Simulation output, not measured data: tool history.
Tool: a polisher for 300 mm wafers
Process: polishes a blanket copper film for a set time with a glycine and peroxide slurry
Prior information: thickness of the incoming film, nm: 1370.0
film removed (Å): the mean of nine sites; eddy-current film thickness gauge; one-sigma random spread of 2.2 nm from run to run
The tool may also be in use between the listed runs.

| run | hour | flow of slurry (ml/min) | pressure of the wafer on the pad (kPa) | speed of the pad under the wafer (m/s) | polishing time (s) | film removed (Å) |
|---|---|---|---|---|---|---|
| 1 | 0.0 | 260 | 14.5 | 0.88 | 75 | 2717.6 |
| 2 | 6.2 | 325 | 14.5 | 0.88 | 75 | 2784.9 |
| 3 | 15.1 | 325 | 15.9 | 0.88 | 75 | 2979.0 |
| 4 | 18.7 | 325 | 15.9 | 0.96 | 75 | 3132.1 |
| 5 | 20.3 | 325 | 17.9 | 0.96 | 75 | 3444.2 |
| 6 | 22.6 | 325 | 17.9 | 1.14 | 75 | 3873.2 |
| 7 | 26.2 | 320 | 15.9 | 1.08 | 75 | 3439.2 |

Predict the results of run 8:
| 8 | 33.6 | 315 | 14.5 | 1.02 | 75 | ? |

film removed (Å): 3041.4
